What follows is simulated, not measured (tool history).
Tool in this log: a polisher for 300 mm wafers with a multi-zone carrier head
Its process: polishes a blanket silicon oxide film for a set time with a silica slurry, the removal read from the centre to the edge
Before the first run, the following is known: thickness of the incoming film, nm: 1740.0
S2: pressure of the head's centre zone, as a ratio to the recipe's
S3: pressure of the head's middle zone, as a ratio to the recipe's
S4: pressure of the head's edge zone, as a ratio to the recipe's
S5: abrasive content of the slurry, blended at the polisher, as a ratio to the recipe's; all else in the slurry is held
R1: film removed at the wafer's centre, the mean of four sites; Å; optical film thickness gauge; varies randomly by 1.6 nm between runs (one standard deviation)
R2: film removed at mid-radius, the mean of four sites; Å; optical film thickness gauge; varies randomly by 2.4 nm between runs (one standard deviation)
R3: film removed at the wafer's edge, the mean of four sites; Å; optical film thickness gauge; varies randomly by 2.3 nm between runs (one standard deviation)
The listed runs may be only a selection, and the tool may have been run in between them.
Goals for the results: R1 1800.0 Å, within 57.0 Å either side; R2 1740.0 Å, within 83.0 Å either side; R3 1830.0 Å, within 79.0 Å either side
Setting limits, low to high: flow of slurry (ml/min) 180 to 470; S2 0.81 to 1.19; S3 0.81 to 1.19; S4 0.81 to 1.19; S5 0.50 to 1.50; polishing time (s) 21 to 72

{"run": 1, "day": 0.0, "flow of slurry (ml/min)": 300, "S2": 1.0, "S3": 1.0, "S4": 1.0, "S5": 1.0, "polishing time (s)": 46, "R1": 1414.2, "R2": 1406.5, "R3": 1445.2}
{"run": 2, "day": 0.192, "flow of slurry (ml/min)": 300, "S2": 1.0, "S3": 1.04, "S4": 1.0, "S5": 1.0, "polishing time (s)": 46, "R1": 1413.8, "R2": 1439.0, "R3": 1385.4}
{"run": 3, "day": 0.308, "flow of slurry (ml/min)": 300, "S2": 1.0, "S3": 1.04, "S4": 1.01, "S5": 1.05, "polishing time (s)": 46, "R1": 1463.5, "R2": 1490.9, "R3": 1493.2}
{"run": 4, "day": 0.642, "flow of slurry (ml/min)": 300, "S2": 1.01, "S3": 1.05, "S4": 1.02, "S5": 1.05, "polishing time (s)": 46, "R1": 1439.4, "R2": 1515.7, "R3": 1456.4}
{"run": 5, "day": 0.846, "flow of slurry (ml/min)": 350, "S2": 1.01, "S3": 1.05, "S4": 1.02, "S5": 1.05, "polishing time (s)": 46, "R1": 1492.3, "R2": 1485.3, "R3": 1460.2}
{"run": 6, "day": 1.096, "flow of slurry (ml/min)": 350, "S2": 1.01, "S3": 0.97, "S4": 1.02, "S5": 1.05, "polishing time (s)": 46, "R1": 1479.5, "R2": 1414.0, "R3": 1449.4}
{"run": 7, "day": 1.462, "flow of slurry (ml/min)": 345, "S2": 1.02, "S3": 0.97, "S4": 1.03, "S5": 1.1, "polishing time (s)": 46, "R1": 1525.3, "R2": 1454.8, "R3": 1472.8}
{"run": 8, "day": 1.504, "flow of slurry (ml/min)": 355, "S2": 1.01, "S3": 0.94, "S4": 1.13, "S5": 1.35, "polishing time (s)": 48, "R1": 1744.4, "R2": 1596.4, "R3": 1782.2}
{"run": 9, "day": 1.812, "flow of slurry (ml/min)": 355, "S2": 1.01, "S3": 0.95, "S4": 1.13, "S5": 1.35, "polishing time (s)": 48, "R1": 1735.4, "R2": 1641.1, "R3": 1775.6}

Exercise: of the 4 proposed moves below, exactly one satisfies all targets within the stated allowed misses. Which move is it?
{"run": "A", "day": 2.121, "flow of slurry (ml/min)": 365, "S2": 1.01, "S3": 0.97, "S4": 1.18, "S5": 1.2, "polishing time (s)": 49, "R1": "?", "R2": "?", "R3": "?"}
{"run": "B", "day": 2.121, "flow of slurry (ml/min)": 395, "S2": 1.01, "S3": 0.99, "S4": 1.08, "S5": 1.2, "polishing time (s)": 52, "R1": "?", "R2": "?", "R3": "?"}
{"run": "C", "day": 2.121, "flow of slurry (ml/min)": 355, "S2": 1.0, "S3": 1.01, "S4": 1.15, "S5": 1.4, "polishing time (s)": 45, "R1": "?", "R2": "?", "R3": "?"}
{"run": "D", "day": 2.121, "flow of slurry (ml/min)": 360, "S2": 1.1, "S3": 0.86, "S4": 1.08, "S5": 1.5, "polishing time (s)": 46, "R1": "?", "R2": "?", "R3": "?"}

move=A R1=1706.5 R2=1617.9 R3=1789.2
move=B R1=1821.7 R2=1756.1 R3=1821.3
move=C R1=1653.9 R2=1638.7 R3=1727.9
move=D R1=1911.7 R2=1505.5 R3=1762.1
A: its largest miss is bigger than the last run's
B: each result inside its tolerance
C: its largest miss is bigger than the last run's
D: its largest miss is bigger than the last run's
B is the move that brings every result within its allowed miss.

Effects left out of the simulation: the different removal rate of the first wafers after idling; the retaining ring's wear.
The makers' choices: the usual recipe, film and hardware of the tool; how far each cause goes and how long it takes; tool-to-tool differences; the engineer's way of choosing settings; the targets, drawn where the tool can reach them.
